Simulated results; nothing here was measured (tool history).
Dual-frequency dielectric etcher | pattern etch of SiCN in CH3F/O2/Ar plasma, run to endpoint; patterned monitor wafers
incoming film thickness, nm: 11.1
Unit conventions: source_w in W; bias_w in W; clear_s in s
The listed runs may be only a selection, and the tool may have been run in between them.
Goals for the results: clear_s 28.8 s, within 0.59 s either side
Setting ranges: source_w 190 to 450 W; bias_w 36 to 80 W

| run | day | source_w | bias_w | clear_s |
|---|---|---|---|---|
| 1 | 0 | 320 | 58 | 32.177 |
| 2 | 0.133 | 320 | 51 | 35.155 |
| 3 | 0.196 | 360 | 53 | 32.114 |
| 4 | 0.25 | 380 | 53 | 31.182 |
| 5 | 0.446 | 400 | 53 | 30.842 |
| 6 | 0.621 | 350 | 53 | 32.256 |
| 7 | 0.721 | 380 | 54 | 31.285 |
| 8 | 0.775 | 400 | 55 | 30.107 |
| 9 | 0.925 | 410 | 55 | 29.817 |

4 candidate next runs follow, results not yet known. Just one meets every target within its allowed miss. Identify it.
| A | 1.075 | 400 | 55 | ? |
| B | 1.075 | 380 | 56 | ? |
| C | 1.075 | 410 | 58 | ? |
| D | 1.075 | 370 | 53 | ? |

| move | clear_s |
|---|---|
| A | 29.966 |
| B | 30.401 |
| C | 28.842 |
| D | 31.664 |
A: moves away from the targets compared with the last run
B: moves away from the targets compared with the last run
C: every result within its allowed miss
D: moves away from the targets compared with the last run
Answer: C
